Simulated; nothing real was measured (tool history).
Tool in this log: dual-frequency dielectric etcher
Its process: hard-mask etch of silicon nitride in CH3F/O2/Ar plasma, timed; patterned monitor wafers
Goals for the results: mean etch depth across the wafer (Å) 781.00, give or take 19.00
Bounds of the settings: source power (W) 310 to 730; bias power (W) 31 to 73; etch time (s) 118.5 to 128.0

run  hour  source power (W)  bias power (W)  etch time (s)  mean etch depth across the wafer (Å)
  1   0.0               520              52          128.0                                946.45
  2   3.3               500              51          127.5                                924.73
  3   8.7               500              60          127.5                                954.82
  4  13.0               500              65          127.5                                981.14
  5  15.2               480              63          126.0                                946.40
  6  23.1               480              63          128.0                                956.51
  7  27.7               460              62          127.0                                920.63
  8  29.4               360              55          124.5                                804.69

Which single option among these 4 for the next run brings every result within its allowed miss of target? Just one does.
  A  31.1               310              67          121.0                                     ?
  B  31.1               420              55          122.0                                     ?
  C  31.1               470              54          118.5                                     ?
  D  31.1               430              52          124.5                                     ?

move  mean etch depth across the wafer (Å)
   A                                786.14
   B                                844.81
   C                                853.56
   D                                857.61
A: all results in spec
B: its largest miss is bigger than the last run's
C: its largest miss is bigger than the last run's
D: its largest miss is bigger than the last run's
Correct choice: A, which meets every target
